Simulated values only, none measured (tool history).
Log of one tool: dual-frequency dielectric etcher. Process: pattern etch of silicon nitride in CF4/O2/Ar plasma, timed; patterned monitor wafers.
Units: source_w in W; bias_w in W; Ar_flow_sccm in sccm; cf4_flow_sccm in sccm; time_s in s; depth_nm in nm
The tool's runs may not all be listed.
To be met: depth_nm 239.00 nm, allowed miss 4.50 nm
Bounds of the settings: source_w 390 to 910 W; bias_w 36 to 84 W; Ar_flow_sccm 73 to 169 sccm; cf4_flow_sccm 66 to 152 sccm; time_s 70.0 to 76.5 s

Run 1, hour 0.0: source_w 650 W, bias_w 60 W, Ar_flow_sccm 121 sccm, cf4_flow_sccm 109 sccm, time_s 76.5 s. Result: depth_nm 213.25 nm.
Run 2, hour 7.2: source_w 650 W, bias_w 51 W, Ar_flow_sccm 121 sccm, cf4_flow_sccm 109 sccm, time_s 76.5 s. Result: depth_nm 201.00 nm.
Run 3, hour 14.6: source_w 670 W, bias_w 51 W, Ar_flow_sccm 121 sccm, cf4_flow_sccm 109 sccm, time_s 76.5 s. Result: depth_nm 206.28 nm.
Run 4, hour 20.5: source_w 690 W, bias_w 51 W, Ar_flow_sccm 121 sccm, cf4_flow_sccm 109 sccm, time_s 76.5 s. Result: depth_nm 213.74 nm.
Run 5, hour 26.8: source_w 700 W, bias_w 51 W, Ar_flow_sccm 121 sccm, cf4_flow_sccm 109 sccm, time_s 76.5 s. Result: depth_nm 217.18 nm.
Run 6, hour 27.8: source_w 700 W, bias_w 51 W, Ar_flow_sccm 102 sccm, cf4_flow_sccm 109 sccm, time_s 76.5 s. Result: depth_nm 223.67 nm.
At hour 33.1: source power generator calibrated.
Run 7, hour 33.1: source_w 710 W, bias_w 51 W, Ar_flow_sccm 102 sccm, cf4_flow_sccm 109 sccm, time_s 76.5 s. Result: depth_nm 219.75 nm.
Run 8, hour 42.1: source_w 720 W, bias_w 51 W, Ar_flow_sccm 102 sccm, cf4_flow_sccm 109 sccm, time_s 76.5 s. Result: depth_nm 220.09 nm.
Run 9, hour 49.1: source_w 730 W, bias_w 51 W, Ar_flow_sccm 102 sccm, cf4_flow_sccm 109 sccm, time_s 76.5 s. Result: depth_nm 226.08 nm.
Run 10, hour 52.6: source_w 740 W, bias_w 51 W, Ar_flow_sccm 102 sccm, cf4_flow_sccm 109 sccm, time_s 76.5 s. Result: depth_nm 227.48 nm.
Run 11, hour 58.7: source_w 750 W, bias_w 51 W, Ar_flow_sccm 102 sccm, cf4_flow_sccm 109 sccm, time_s 76.5 s. Result: depth_nm 233.14 nm.
Run 12, hour 65.7: source_w 760 W, bias_w 51 W, Ar_flow_sccm 102 sccm, cf4_flow_sccm 109 sccm, time_s 76.5 s. Result: depth_nm 233.76 nm.

Which of these 5 next moves meets every target?
Run A, hour 72.7: source_w 820 W, bias_w 57 W, Ar_flow_sccm 107 sccm, cf4_flow_sccm 94 sccm, time_s 75.5 s. Result: depth_nm ?.
Run B, hour 72.7: source_w 750 W, bias_w 52 W, Ar_flow_sccm 102 sccm, cf4_flow_sccm 106 sccm, time_s 74.5 s. Result: depth_nm ?.
Run C, hour 72.7: source_w 770 W, bias_w 53 W, Ar_flow_sccm 94 sccm, cf4_flow_sccm 106 sccm, time_s 72.0 s. Result: depth_nm ?.
Run D, hour 72.7: source_w 760 W, bias_w 50 W, Ar_flow_sccm 73 sccm, cf4_flow_sccm 89 sccm, time_s 76.5 s. Result: depth_nm ?.
Run E, hour 72.7: source_w 780 W, bias_w 55 W, Ar_flow_sccm 96 sccm, cf4_flow_sccm 129 sccm, time_s 73.0 s. Result: depth_nm ?.

move  depth_nm
   A    253.03
   B    226.92
   C    229.77
   D    246.53
   E    240.70
A: takes the result that was furthest off past its target
B: further off than the last run
C: further off than the last run
D: takes the result that was furthest off past its target
E: meets every target
The right move is E.

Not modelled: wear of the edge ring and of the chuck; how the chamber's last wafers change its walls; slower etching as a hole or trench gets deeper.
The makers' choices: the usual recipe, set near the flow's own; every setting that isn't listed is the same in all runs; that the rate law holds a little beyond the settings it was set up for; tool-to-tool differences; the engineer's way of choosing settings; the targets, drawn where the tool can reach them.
